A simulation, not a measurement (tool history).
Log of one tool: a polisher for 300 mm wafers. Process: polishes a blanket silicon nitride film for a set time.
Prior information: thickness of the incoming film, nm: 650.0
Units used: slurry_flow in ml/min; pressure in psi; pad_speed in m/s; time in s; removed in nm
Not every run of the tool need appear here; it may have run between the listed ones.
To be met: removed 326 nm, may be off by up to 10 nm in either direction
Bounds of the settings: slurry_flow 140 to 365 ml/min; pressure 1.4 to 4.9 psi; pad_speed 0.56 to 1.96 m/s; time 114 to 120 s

Run 1, hour 0: slurry_flow 235 ml/min, pressure 3.1 psi, pad_speed 1.26 m/s, time 114 s. Result: removed 198.02 nm.
Run 2, hour 5.3: slurry_flow 240 ml/min, pressure 3.6 psi, pad_speed 1.26 m/s, time 114 s. Result: removed 227.99 nm.
Run 3, hour 12.9: slurry_flow 240 ml/min, pressure 4 psi, pad_speed 1.26 m/s, time 114 s. Result: removed 256.91 nm.
Run 4, hour 18.7: slurry_flow 240 ml/min, pressure 4 psi, pad_speed 1.5 m/s, time 114 s. Result: removed 284.68 nm.
Run 5, hour 25.4: slurry_flow 240 ml/min, pressure 4 psi, pad_speed 1.5 m/s, time 114 s. Result: removed 286.72 nm.
Run 6, hour 27.4: slurry_flow 240 ml/min, pressure 4 psi, pad_speed 1.5 m/s, time 120 s. Result: removed 297 nm.
Run 7, hour 28: slurry_flow 240 ml/min, pressure 4.1 psi, pad_speed 1.5 m/s, time 120 s. Result: removed 305.18 nm.
Run 8, hour 35.8: slurry_flow 245 ml/min, pressure 4.2 psi, pad_speed 1.5 m/s, time 120 s. Result: removed 312.87 nm.

Consider the 5 candidate settings below. Which is the only one whose results all fall within their allowed miss of target?
Run A, hour 43.6: slurry_flow 220 ml/min, pressure 4.4 psi, pad_speed 1.38 m/s, time 118 s. Result: removed ?.
Run B, hour 43.6: slurry_flow 220 ml/min, pressure 4 psi, pad_speed 1.48 m/s, time 120 s. Result: removed ?.
Run C, hour 43.6: slurry_flow 260 ml/min, pressure 3.9 psi, pad_speed 1.62 m/s, time 114 s. Result: removed ?.
Run D, hour 43.6: slurry_flow 275 ml/min, pressure 3.9 psi, pad_speed 1.54 m/s, time 120 s. Result: removed ?.
Run E, hour 43.6: slurry_flow 270 ml/min, pressure 4.3 psi, pad_speed 1.6 m/s, time 116 s. Result: removed ?.

move  removed
   A   308.03
   B   297.02
   C   296.18
   D   304.48
   E   330.47
A: the biggest miss grows against the last run
B: the biggest miss grows against the last run
C: the biggest miss grows against the last run
D: the biggest miss grows against the last run
E: meets every target
E is the move that brings every result within its allowed miss.
